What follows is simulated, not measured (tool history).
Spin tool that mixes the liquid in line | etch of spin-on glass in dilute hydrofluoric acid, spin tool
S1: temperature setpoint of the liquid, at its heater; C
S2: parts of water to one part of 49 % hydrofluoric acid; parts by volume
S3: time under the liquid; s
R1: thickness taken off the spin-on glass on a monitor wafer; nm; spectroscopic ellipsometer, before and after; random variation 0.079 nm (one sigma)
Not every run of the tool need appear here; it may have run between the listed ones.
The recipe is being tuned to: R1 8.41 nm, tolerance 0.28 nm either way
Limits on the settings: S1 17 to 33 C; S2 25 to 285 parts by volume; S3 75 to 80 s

| run | day | S1 | S2 | S3 | R1 |
|---|---|---|---|---|---|
| 1 | 0 | 25 | 155 | 75 | 17.236 |
| 2 | 0.25 | 25 | 135 | 75 | 20.044 |
| 3 | 0.496 | 23 | 160 | 75 | 15.361 |
| 4 | 0.688 | 23 | 160 | 80 | 16.106 |
| 5 | 0.846 | 23 | 190 | 80 | 13.441 |
| 6 | 0.958 | 25 | 190 | 80 | 14.439 |
| 7 | 1.329 | 23 | 200 | 80 | 12.395 |
| 8 | 1.604 | 21.5 | 205 | 80 | 11.466 |
| 9 | 1.788 | 20.5 | 210 | 80 | 10.648 |
| 10 | 2.025 | 19.5 | 215 | 80 | 9.8865 |
| 11 | 2.175 | 19 | 220 | 80 | 9.6733 |
| 12 | 2.329 | 18.5 | 225 | 80 | 9.1243 |
| 13 | 2.358 | 18 | 225 | 80 | 8.8167 |

Next run, 5 choices. One meets every target within its allowed miss, the rest don't. Which?
| A | 2.388 | 19 | 230 | 80 | ? |
| B | 2.388 | 17.5 | 235 | 80 | ? |
| C | 2.388 | 21.5 | 235 | 80 | ? |
| D | 2.388 | 18 | 220 | 80 | ? |
| E | 2.388 | 19 | 215 | 75 | ? |

| move | R1 |
|---|---|
| A | 9.1132 |
| B | 8.3785 |
| C | 9.7563 |
| D | 9.2508 |
| E | 9.2691 |
A: lands further from the targets than the last run did
B: meets every target
C: lands further from the targets than the last run did
D: lands further from the targets than the last run did
E: lands further from the targets than the last run did
Go with B: it meets all targets.

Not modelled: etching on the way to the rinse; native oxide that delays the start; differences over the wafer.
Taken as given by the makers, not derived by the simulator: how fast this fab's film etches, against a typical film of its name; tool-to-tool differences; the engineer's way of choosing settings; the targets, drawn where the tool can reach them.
